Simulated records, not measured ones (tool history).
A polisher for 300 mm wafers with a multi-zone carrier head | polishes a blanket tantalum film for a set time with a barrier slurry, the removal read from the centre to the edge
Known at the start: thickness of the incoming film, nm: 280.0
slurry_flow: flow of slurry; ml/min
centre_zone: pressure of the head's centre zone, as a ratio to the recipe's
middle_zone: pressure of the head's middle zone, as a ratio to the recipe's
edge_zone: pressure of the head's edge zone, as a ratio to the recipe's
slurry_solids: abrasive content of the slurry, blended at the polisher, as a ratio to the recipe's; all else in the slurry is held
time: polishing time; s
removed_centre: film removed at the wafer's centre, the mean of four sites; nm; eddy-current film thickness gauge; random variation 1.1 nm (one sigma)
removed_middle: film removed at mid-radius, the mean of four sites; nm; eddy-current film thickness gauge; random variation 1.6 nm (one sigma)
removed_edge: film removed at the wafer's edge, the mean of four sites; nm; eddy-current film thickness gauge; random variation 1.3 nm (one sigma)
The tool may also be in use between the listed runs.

{"run": 1, "day": 0.0, "slurry_flow": 305, "centre_zone": 1.0, "middle_zone": 1.0, "edge_zone": 1.0, "slurry_solids": 1.0, "time": 45, "removed_centre": 106.16, "removed_middle": 106.21, "removed_edge": 106.79}
{"run": 2, "day": 0.042, "slurry_flow": 305, "centre_zone": 1.0, "middle_zone": 1.0, "edge_zone": 1.0, "slurry_solids": 1.15, "time": 45, "removed_centre": 107.94, "removed_middle": 106.86, "removed_edge": 111.33}
{"run": 3, "day": 0.271, "slurry_flow": 305, "centre_zone": 1.0, "middle_zone": 1.0, "edge_zone": 1.0, "slurry_solids": 1.15, "time": 36, "removed_centre": 86.993, "removed_middle": 85.019, "removed_edge": 86.604}
{"run": 4, "day": 0.546, "slurry_flow": 310, "centre_zone": 1.01, "middle_zone": 1.03, "edge_zone": 1.01, "slurry_solids": 1.2, "time": 38, "removed_centre": 95.151, "removed_middle": 93.087, "removed_edge": 95.003}
{"run": 5, "day": 0.921, "slurry_flow": 310, "centre_zone": 0.95, "middle_zone": 1.03, "edge_zone": 1.01, "slurry_solids": 1.2, "time": 38, "removed_centre": 87.665, "removed_middle": 93.589, "removed_edge": 94.327}
{"day": 1.042, "done": "edge zone pressure recalibrated"}
{"run": 6, "day": 1.042, "slurry_flow": 310, "centre_zone": 0.95, "middle_zone": 0.99, "edge_zone": 1.01, "slurry_solids": 1.2, "time": 38, "removed_centre": 88.468, "removed_middle": 88.976, "removed_edge": 90.211}
{"run": 7, "day": 1.167, "slurry_flow": 360, "centre_zone": 1.05, "middle_zone": 1.09, "edge_zone": 1.03, "slurry_solids": 1.45, "time": 43, "removed_centre": 114.98, "removed_middle": 114.73, "removed_edge": 107.79}
{"run": 8, "day": 1.388, "slurry_flow": 355, "centre_zone": 1.05, "middle_zone": 1.1, "edge_zone": 1.04, "slurry_solids": 1.45, "time": 44, "removed_centre": 118.27, "removed_middle": 116.42, "removed_edge": 109.07}
{"run": 9, "day": 1.7, "slurry_flow": 355, "centre_zone": 1.04, "middle_zone": 1.1, "edge_zone": 1.04, "slurry_solids": 1.45, "time": 45, "removed_centre": 120.1, "removed_middle": 121.46, "removed_edge": 112.53}

Run 10 comes next. What will it give?
{"run": 10, "day": 1.821, "slurry_flow": 350, "centre_zone": 1.03, "middle_zone": 1.1, "edge_zone": 1.05, "slurry_solids": 1.45, "time": 46, "removed_centre": "?", "removed_middle": "?", "removed_edge": "?"}

Run 10 gave removed_centre 121.660 nm, removed_middle 123.830 nm, removed_edge 116.530 nm.

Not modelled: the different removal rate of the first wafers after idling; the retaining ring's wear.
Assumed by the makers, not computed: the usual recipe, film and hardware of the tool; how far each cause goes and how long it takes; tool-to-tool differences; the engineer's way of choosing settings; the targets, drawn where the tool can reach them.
